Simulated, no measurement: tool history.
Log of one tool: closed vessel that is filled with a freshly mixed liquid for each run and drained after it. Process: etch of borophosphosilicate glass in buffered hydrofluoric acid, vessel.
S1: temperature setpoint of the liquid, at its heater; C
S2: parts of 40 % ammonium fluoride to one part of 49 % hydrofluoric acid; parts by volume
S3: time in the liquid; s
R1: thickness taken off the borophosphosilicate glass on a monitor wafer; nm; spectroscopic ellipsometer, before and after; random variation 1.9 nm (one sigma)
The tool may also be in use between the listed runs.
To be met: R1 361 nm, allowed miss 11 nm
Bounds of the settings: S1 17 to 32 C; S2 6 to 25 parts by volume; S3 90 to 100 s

run	hour	S1	S2	S3	R1
1	0	25	15.5	90	222.77
2	4.5	25	19	90	182.65
3	12.5	23	19	90	164.94
4	14.6	23	19	90	164.29
5	22.5	23	19	100	181.47
6	29.9	24.5	18.5	100	202.68
7	32.6	26	18	100	224.81
8	40.9	26	18	100	227.87
9	48	27	17.5	100	246.17
10	51.8	28	17	100	267.45
11	56.6	28.5	16.5	100	279.23
12	58.1	29	16	100	295.96
13	67.2	29.5	16	100	303.13
14	75.7	30	16	100	313.6
15	84.8	30.5	16	100	320.3
16	93.3	31	16	100	332.54
17	99.2	31.5	15.5	100	348.81

5 next moves are on the table. One of them brings every result within its allowed miss. Which?
A	105.1	31.5	15	100	?
B	105.1	31	13.5	100	?
C	105.1	30	12	95	?
D	105.1	32	15.5	95	?
E	105.1	32	14.5	100	?

move	R1
A	359.26
B	388.27
C	393.12
D	339.12
E	381.14
A: meets every target
B: takes the result that was furthest off past its target
C: takes the result that was furthest off past its target
D: further off than the last run
E: takes the result that was furthest off past its target
The right move is A.
